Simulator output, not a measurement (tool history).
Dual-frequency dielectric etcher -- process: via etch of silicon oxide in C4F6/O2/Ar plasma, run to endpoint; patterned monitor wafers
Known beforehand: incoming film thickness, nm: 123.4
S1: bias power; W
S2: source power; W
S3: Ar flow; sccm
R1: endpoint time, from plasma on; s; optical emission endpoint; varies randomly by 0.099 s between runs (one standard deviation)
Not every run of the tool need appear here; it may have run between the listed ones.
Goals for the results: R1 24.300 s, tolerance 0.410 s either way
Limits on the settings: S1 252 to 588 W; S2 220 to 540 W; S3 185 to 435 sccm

run 1 hour=0.0 | S1=420 S2=380 S3=310 | R1=30.011
run 2 hour=3.5 | S1=456 S2=400 S3=307 | R1=28.239
run 3 hour=4.9 | S1=456 S2=360 S3=307 | R1=29.407
run 4 hour=12.8 | S1=486 S2=380 S3=304 | R1=27.743
run 5 hour=20.9 | S1=486 S2=450 S3=304 | R1=26.071
run 6 hour=25.8 | S1=501 S2=450 S3=304 | R1=25.813
run 7 hour=30.7 | S1=514 S2=450 S3=304 | R1=25.222
run 8 hour=36.2 | S1=521 S2=450 S3=304 | R1=25.309
run 9 hour=39.3 | S1=530 S2=450 S3=304 | R1=24.861
run 10 hour=43.5 | S1=535 S2=450 S3=304 | R1=25.001

Consider the 4 candidate settings below. Which is the only one whose results all fall within their allowed miss of target?
run A hour=47.7 | S1=491 S2=490 S3=318 | R1=?
run B hour=47.7 | S1=575 S2=490 S3=287 | R1=?
run C hour=47.7 | S1=516 S2=470 S3=357 | R1=?
run D hour=47.7 | S1=588 S2=430 S3=314 | R1=?

move=A R1=25.233
move=B R1=23.175
move=C R1=25.378
move=D R1=24.373
A: lands further from the targets than the last run did
B: pushes the last run's worst result past its target
C: lands further from the targets than the last run did
D: each result inside its tolerance
Answer: D

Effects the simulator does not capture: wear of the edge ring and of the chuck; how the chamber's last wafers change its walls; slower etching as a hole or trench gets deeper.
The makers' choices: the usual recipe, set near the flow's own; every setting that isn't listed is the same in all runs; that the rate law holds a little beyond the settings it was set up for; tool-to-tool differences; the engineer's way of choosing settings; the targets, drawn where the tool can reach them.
